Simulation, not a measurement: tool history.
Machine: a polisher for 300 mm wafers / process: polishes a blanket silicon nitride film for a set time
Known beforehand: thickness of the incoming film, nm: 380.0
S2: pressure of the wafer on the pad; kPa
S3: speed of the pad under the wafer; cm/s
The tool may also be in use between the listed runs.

Run 1, hour 0: flow of slurry (ml/min) 185, S2 22.8 kPa, S3 84 cm/s, polishing time (s) 51. Result: film removed (Å) 808.89.
Run 2, hour 7.7: flow of slurry (ml/min) 205, S2 22.8 kPa, S3 84 cm/s, polishing time (s) 51. Result: film removed (Å) 814.85.
Run 3, hour 8.9: flow of slurry (ml/min) 205, S2 22.8 kPa, S3 76 cm/s, polishing time (s) 51. Result: film removed (Å) 745.18.
Run 4, hour 14.9: flow of slurry (ml/min) 170, S2 22.8 kPa, S3 76 cm/s, polishing time (s) 51. Result: film removed (Å) 726.71.
Run 5, hour 20.5: flow of slurry (ml/min) 170, S2 26.9 kPa, S3 76 cm/s, polishing time (s) 51. Result: film removed (Å) 853.55.
Run 6, hour 25.2: flow of slurry (ml/min) 170, S2 32.4 kPa, S3 76 cm/s, polishing time (s) 51. Result: film removed (Å) 1039.5.

What does the tool deliver on the next run?
Run 7, hour 33.3: flow of slurry (ml/min) 170, S2 33.1 kPa, S3 78 cm/s, polishing time (s) 51. Result: film removed (Å) ?.

Run 7 gave film removed (Å) 1081.4.
